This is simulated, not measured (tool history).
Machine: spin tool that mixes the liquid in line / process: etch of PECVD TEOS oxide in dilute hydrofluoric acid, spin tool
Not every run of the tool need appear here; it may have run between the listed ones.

run,hour,temperature setpoint of the liquid (°C),parts of water to one part of 49 % hydrofluoric acid (parts by volume),time under the liquid (s),thickness taken off the PECVD TEOS oxide on a monitor wafer (angstrom)
1,0,25,185,155,122.02
2,1,25,130,155,182.51
3,4.2,26,130,155,191.1
4,9.2,26,100,155,259.73
5,10.1,25.5,100,155,249.18
# hour 18.1: hydrofluoric acid flow meter replaced
6,18.1,28,100,155,244.3
7,19.6,28,120,155,200.71
8,22.7,27.5,120,155,193.87
9,29.1,27,120,155,189.8
10,32.6,26.5,120,155,188.43
11,33.4,25,110,155,195.4

Run 12, settings as shown, results not yet in. Your forecast:
12,35.8,26.5,110,155,?

{"run 12": {"thickness taken off the PECVD TEOS oxide on a monitor wafer (angstrom)": 209.35}}
